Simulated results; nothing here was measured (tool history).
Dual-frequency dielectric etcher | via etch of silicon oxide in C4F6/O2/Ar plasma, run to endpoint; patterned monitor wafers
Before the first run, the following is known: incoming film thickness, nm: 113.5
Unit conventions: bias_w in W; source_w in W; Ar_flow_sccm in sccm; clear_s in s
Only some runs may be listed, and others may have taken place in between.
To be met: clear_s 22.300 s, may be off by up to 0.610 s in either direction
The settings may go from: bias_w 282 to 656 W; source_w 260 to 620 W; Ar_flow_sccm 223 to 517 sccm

Run 1, hour 0.0: bias_w 469 W, source_w 440 W, Ar_flow_sccm 370 sccm. Result: clear_s 24.676 s.
Run 2, hour 4.9: bias_w 403 W, source_w 440 W, Ar_flow_sccm 370 sccm. Result: clear_s 26.055 s.
Run 3, hour 12.7: bias_w 442 W, source_w 450 W, Ar_flow_sccm 367 sccm. Result: clear_s 24.834 s.
Run 4, hour 20.5: bias_w 406 W, source_w 450 W, Ar_flow_sccm 367 sccm. Result: clear_s 25.499 s.
Run 5, hour 26.0: bias_w 406 W, source_w 500 W, Ar_flow_sccm 367 sccm. Result: clear_s 24.118 s.
Run 6, hour 29.6: bias_w 359 W, source_w 500 W, Ar_flow_sccm 367 sccm. Result: clear_s 25.144 s.
Run 7, hour 32.1: bias_w 388 W, source_w 510 W, Ar_flow_sccm 365 sccm. Result: clear_s 24.408 s.
Run 8, hour 37.5: bias_w 411 W, source_w 520 W, Ar_flow_sccm 364 sccm. Result: clear_s 23.652 s.
Run 9, hour 45.7: bias_w 426 W, source_w 520 W, Ar_flow_sccm 363 sccm. Result: clear_s 23.264 s.
Run 10, hour 50.0: bias_w 436 W, source_w 520 W, Ar_flow_sccm 362 sccm. Result: clear_s 23.342 s.
Run 11, hour 55.0: bias_w 448 W, source_w 520 W, Ar_flow_sccm 361 sccm. Result: clear_s 22.920 s.

Exercise: of the 4 proposed moves below, exactly one satisfies all targets within the stated allowed misses. Which move is it?
Run A, hour 60.0: bias_w 568 W, source_w 480 W, Ar_flow_sccm 389 sccm. Result: clear_s ?.
Run B, hour 60.0: bias_w 461 W, source_w 470 W, Ar_flow_sccm 359 sccm. Result: clear_s ?.
Run C, hour 60.0: bias_w 478 W, source_w 620 W, Ar_flow_sccm 356 sccm. Result: clear_s ?.
Run D, hour 60.0: bias_w 457 W, source_w 490 W, Ar_flow_sccm 361 sccm. Result: clear_s ?.

move  clear_s
   A   22.211
   B   23.998
   C   20.538
   D   23.548
A: every result lands within tolerance
B: the biggest miss grows against the last run
C: takes the biggest miss from the last run beyond its target
D: the biggest miss grows against the last run
Correct choice: A, which meets every target

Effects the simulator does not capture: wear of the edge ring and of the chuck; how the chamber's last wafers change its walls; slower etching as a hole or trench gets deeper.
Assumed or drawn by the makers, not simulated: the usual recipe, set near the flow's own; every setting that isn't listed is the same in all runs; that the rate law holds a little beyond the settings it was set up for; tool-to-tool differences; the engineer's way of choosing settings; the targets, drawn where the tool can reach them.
